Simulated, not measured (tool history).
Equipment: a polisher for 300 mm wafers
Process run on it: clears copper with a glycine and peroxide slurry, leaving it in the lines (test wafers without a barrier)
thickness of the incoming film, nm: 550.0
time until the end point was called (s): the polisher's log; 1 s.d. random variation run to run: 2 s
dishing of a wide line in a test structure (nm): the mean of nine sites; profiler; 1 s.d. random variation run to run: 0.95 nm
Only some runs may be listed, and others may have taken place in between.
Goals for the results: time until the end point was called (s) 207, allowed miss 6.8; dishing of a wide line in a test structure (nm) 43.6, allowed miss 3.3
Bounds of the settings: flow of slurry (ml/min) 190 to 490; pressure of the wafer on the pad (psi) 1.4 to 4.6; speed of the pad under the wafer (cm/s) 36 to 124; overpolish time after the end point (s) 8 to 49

run    day  flow of slurry (ml/min)  pressure of the wafer on the pad (psi)  speed of the pad under the wafer (cm/s)  overpolish time after the end point (s)  time until the end point was called (s)  dishing of a wide line in a test structure (nm)
  1      0                      315                                       3                                       80                                       25                                   122.16                                            65.39
  2  0.067                      315                                     3.5                                       80                                       25                                   109.64                                           76.391
  3  0.438                      315                                     3.5                                       80                                       16                                   110.46                                           53.146
  4    0.8                      315                                     3.1                                       78                                       18                                   121.95                                           54.072
  5  0.996                      280                                     3.1                                       78                                       18                                   124.93                                           52.255
  6  1.229                      275                                     2.8                                       76                                       19                                   135.53                                           51.069
  7  1.488                      275                                     2.6                                       74                                       20                                   146.25                                           50.612
  8   1.65                      275                                     2.4                                       72                                       21                                   155.23                                           48.092
  9  1.942                      275                                     2.2                                       72                                       22                                      167                                            48.03
 10   2.05                      275                                     2.1                                       72                                       22                                   173.23                                           45.342
     2.146  -- head pressure recalibrated
 11  2.146                      275                                       2                                       72                                       23                                   164.39                                           50.113
 12  2.479                      270                                     1.9                                       70                                       23                                   177.35                                           45.821

Below are 5 possible settings for the next run. Only one of them brings all results inside the allowed miss of their targets. Which is it?
  A  2.812                      315                                     1.5                                       80                                       19                                        ?                                                ?
  B  2.812                      295                                     1.7                                       62                                       25                                        ?                                                ?
  C  2.812                      245                                     1.9                                       80                                       23                                        ?                                                ?
  D  2.812                      295                                     1.8                                       58                                       18                                        ?                                                ?
  E  2.812                      245                                     1.4                                       68                                       27                                        ?                                                ?

move  time until the end point was called (s)  dishing of a wide line in a test structure (nm)
   A                                   182.28                                           37.797
   B                                    202.2                                            44.26
   C                                   161.66                                           49.385
   D                                   204.36                                             33.2
   E                                    216.7                                           44.039
A: an improvement on the last run, though not all results are within tolerance
B: in spec on every target
C: its largest miss is bigger than the last run's
D: the furthest-off result lands on target, but another misses its tolerance
E: carries the result that was furthest off beyond its target, to the other side
Answer: B
